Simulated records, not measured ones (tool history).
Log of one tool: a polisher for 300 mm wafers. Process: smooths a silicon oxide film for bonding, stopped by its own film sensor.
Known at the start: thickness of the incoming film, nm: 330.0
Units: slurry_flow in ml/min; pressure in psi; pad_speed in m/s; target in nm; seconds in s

| run | hour | slurry_flow | pressure | pad_speed | slurry_solids | target | seconds |
|---|---|---|---|---|---|---|---|
| 1 | 0.0 | 185 | 1.7 | 1.06 | 1.00 | 300 | 58.854 |
| 2 | 3.5 | 185 | 1.6 | 1.00 | 1.00 | 300 | 65.663 |
| 3 | 10.1 | 185 | 1.6 | 1.00 | 0.85 | 300 | 69.592 |
| 4 | 19.0 | 185 | 1.6 | 0.90 | 0.85 | 300 | 76.790 |
| 5 | 23.9 | 185 | 1.5 | 0.88 | 0.85 | 300 | 82.195 |
| 6 | 32.4 | 185 | 1.4 | 0.86 | 0.85 | 300 | 89.776 |
| 7 | 33.0 | 170 | 0.9 | 0.66 | 0.85 | 300 | 168.610 |
| 8 | 33.8 | 175 | 0.9 | 0.66 | 0.85 | 300 | 166.340 |

Forecast run 9:
| 9 | 35.1 | 180 | 0.9 | 0.66 | 0.85 | 300 | ? |

Run 9 gave seconds 165.850 s.
